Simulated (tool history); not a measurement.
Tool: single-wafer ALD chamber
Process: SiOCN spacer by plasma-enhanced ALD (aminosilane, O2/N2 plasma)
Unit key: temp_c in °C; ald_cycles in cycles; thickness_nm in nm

| run | hour | temp_c | ald_cycles | thickness_nm |
|---|---|---|---|---|
| 1 | 0.0 | 395 | 63 | 3.9887 |
| 2 | 3.7 | 395 | 67 | 4.2358 |
| 3 | 10.7 | 388 | 67 | 4.2466 |
| 4 | 16.5 | 397 | 67 | 4.2425 |
| 5 | 23.4 | 407 | 67 | 4.1827 |
| 6 | 28.2 | 407 | 65 | 4.0525 |

Estimate the outcome of run 7 from the log above:
| 7 | 32.3 | 407 | 63 | ? |

{"run 7": {"thickness_nm": 3.9215}}

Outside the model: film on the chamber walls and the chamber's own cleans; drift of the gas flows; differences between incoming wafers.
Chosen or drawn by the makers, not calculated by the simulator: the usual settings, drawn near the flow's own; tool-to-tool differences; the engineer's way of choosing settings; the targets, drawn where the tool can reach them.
